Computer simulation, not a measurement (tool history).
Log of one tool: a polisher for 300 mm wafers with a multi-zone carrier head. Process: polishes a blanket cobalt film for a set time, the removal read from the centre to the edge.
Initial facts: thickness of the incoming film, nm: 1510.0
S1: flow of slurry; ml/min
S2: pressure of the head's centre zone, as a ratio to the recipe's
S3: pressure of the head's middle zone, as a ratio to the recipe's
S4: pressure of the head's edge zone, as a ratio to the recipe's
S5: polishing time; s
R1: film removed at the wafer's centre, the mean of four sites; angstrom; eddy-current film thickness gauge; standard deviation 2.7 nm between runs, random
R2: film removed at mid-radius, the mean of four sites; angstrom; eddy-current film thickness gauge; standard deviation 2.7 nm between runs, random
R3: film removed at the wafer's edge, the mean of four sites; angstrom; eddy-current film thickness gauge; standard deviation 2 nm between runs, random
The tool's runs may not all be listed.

run  hour   S1    S2    S3    S4  S5      R1      R2      R3
  1   0.0  285  1.00  1.00  1.00  56  2719.9  2675.2  2706.1
  2   7.9  285  1.00  1.06  1.00  56  2680.4  2813.8  2716.4
  3   9.9  280  1.00  1.04  0.96  55  2669.4  2751.5  2628.8
  4  12.6  280  1.00  1.04  0.96  60  2830.2  2970.6  2918.2
  5  15.4  280  1.00  1.04  0.96  46  2210.5  2297.9  2186.1
  6  21.4  280  1.00  1.04  0.96  55  2667.1  2735.2  2630.4
  7  25.4  280  1.00  1.02  0.94  53  2546.1  2553.4  2507.0

Run 8 has not been measured yet. What should we expect?
  8  32.0  280  1.01  1.02  0.92  52   ?   ?   ?

{"run 8": {"R1": 2591.5, "R2": 2572.7, "R3": 2432.6}}

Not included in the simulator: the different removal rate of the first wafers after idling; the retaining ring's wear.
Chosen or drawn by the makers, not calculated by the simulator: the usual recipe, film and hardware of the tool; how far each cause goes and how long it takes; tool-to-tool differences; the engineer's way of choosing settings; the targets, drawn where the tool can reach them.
